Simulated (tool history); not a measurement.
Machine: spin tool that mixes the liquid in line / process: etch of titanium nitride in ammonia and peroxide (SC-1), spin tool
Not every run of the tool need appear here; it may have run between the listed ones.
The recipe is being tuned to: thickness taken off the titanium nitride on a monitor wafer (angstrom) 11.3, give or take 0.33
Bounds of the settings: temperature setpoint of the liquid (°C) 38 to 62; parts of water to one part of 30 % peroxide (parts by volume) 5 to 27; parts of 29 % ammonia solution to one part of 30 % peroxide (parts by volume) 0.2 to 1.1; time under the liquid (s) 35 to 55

run  hour  temperature setpoint of the liquid (°C)  parts of water to one part of 30 % peroxide (parts by volume)  parts of 29 % ammonia solution to one part of 30 % peroxide (parts by volume)  time under the liquid (s)  thickness taken off the titanium nitride on a monitor wafer (angstrom)
  1     0                                       46                                                             15                                                                            0.6                         55                                                                  18.376
  2   4.3                                       45                                                             15                                                                            0.6                         55                                                                  17.356
  3   5.2                                     40.5                                                             15                                                                            0.6                         55                                                                  12.396
  4   9.8                                       38                                                             15                                                                            0.6                         55                                                                  10.195
  5  17.7                                       43                                                             15                                                                            0.6                         55                                                                  14.707
  6  23.8                                     42.5                                                             15                                                                            0.6                         55                                                                  14.271
  7  25.1                                       42                                                             15                                                                            0.6                         55                                                                  13.799
  8  32.3                                     41.5                                                             15                                                                            0.6                         55                                                                  13.287
  9  39.9                                       41                                                             15                                                                            0.6                         55                                                                   12.81

Exactly one of the 5 candidate moves below puts every result within its allowed miss. Which one?
  A  47.5                                       38                                                             11                                                                            0.4                         55                                                                       ?
  B  47.5                                     38.5                                                              9                                                                            0.6                         50                                                                       ?
  C  47.5                                     42.5                                                             16                                                                           0.85                         55                                                                       ?
  D  47.5                                       43                                                             11                                                                           0.25                         55                                                                       ?
  E  47.5                                       42                                                           14.5                                                                           0.55                         55                                                                       ?

move  thickness taken off the titanium nitride on a monitor wafer (angstrom)
   A                                                                  11.152
   B                                                                  12.541
   C                                                                  14.543
   D                                                                  14.801
   E                                                                  13.698
A: hits every target within its allowed miss
B: closer than the last run, but not yet in spec
C: misses by more than the last run did
D: misses by more than the last run did
E: misses by more than the last run did
So the answer is move A, the one that meets all the targets.
